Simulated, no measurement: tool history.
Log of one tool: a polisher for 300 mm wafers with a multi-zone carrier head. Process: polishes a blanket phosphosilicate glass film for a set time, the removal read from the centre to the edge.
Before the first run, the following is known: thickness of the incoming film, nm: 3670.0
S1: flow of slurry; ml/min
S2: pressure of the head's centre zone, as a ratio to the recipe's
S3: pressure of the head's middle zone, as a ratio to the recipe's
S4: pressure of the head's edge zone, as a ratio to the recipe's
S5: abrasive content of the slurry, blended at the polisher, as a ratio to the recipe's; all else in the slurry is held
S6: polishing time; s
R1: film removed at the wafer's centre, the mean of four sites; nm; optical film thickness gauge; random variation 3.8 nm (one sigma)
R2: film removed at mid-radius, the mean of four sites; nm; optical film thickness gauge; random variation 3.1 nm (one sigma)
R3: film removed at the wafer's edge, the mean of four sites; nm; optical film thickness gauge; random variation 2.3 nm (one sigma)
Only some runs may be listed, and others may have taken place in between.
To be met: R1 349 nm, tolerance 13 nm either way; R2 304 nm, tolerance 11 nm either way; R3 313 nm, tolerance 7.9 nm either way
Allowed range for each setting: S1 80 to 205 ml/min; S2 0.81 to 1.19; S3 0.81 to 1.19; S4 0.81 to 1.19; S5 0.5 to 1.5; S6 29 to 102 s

run,hour,S1,S2,S3,S4,S5,S6,R1,R2,R3
1,0,135,1,1,1,1,65,538.97,550.83,545.64
2,6.6,135,1,1,1,1.2,65,582.87,599.22,594.08
3,11.6,130,1.01,0.97,0.97,1.05,62,517.48,511.31,517.91
4,14.5,130,1.06,0.97,0.97,1.05,62,551.3,527.14,529.8
# hour 15.8: slurry nozzle cleaned
5,15.8,130,1.06,0.97,0.92,1.05,62,589.06,544.98,540.61
6,19.1,130,1.06,0.97,0.92,0.9,62,555.79,514.3,493.52
7,23.8,130,1.04,0.94,0.91,0.8,59,491.43,454.23,447.74
8,25,130,1.03,0.92,0.9,0.75,56,448.72,413.89,408.1
9,33.8,125,1.02,0.9,0.89,0.7,55,419.4,367.89,384.67
10,41.2,120,1.01,0.9,0.87,0.65,54,391.93,350.54,353.48
11,44.1,110,1.01,0.9,0.86,0.65,54,378.9,350.53,345.73
12,48.2,105,1.01,0.88,0.85,0.65,54,367.95,334.89,345.2
13,51.2,105,1.01,0.87,0.84,0.6,54,350.95,316.49,329.34
14,57.4,105,1.02,0.87,0.83,0.6,54,355.58,312.88,327.23
15,58.6,105,1.03,0.87,0.83,0.6,54,365.35,316.1,330.12
16,64.7,100,1.03,0.87,0.83,0.6,54,359.96,316.9,324.95
17,66.3,95,1.03,0.87,0.83,0.6,54,352.61,313.71,322

Which single option among these 4 for the next run brings every result within its allowed miss of target? Just one does.
A,67.9,115,1.01,0.93,0.82,0.6,51,?,?,?
B,67.9,90,1.09,0.92,0.89,0.5,57,?,?,?
C,67.9,120,1.03,0.95,0.84,0.7,46,?,?,?
D,67.9,80,1.05,1.05,0.88,0.5,56,?,?,?

move,R1,R2,R3
A,345.81,326.11,313.25
B,349.67,305.92,313.83
C,349.32,328.44,312.3
D,318.84,324.92,299.49
A: brings the result that was furthest off to its target, and leaves another outside
B: in spec on every target
C: brings the result that was furthest off to its target, and leaves another outside
D: takes the biggest miss from the last run beyond its target
B is the move that brings every result within its allowed miss.
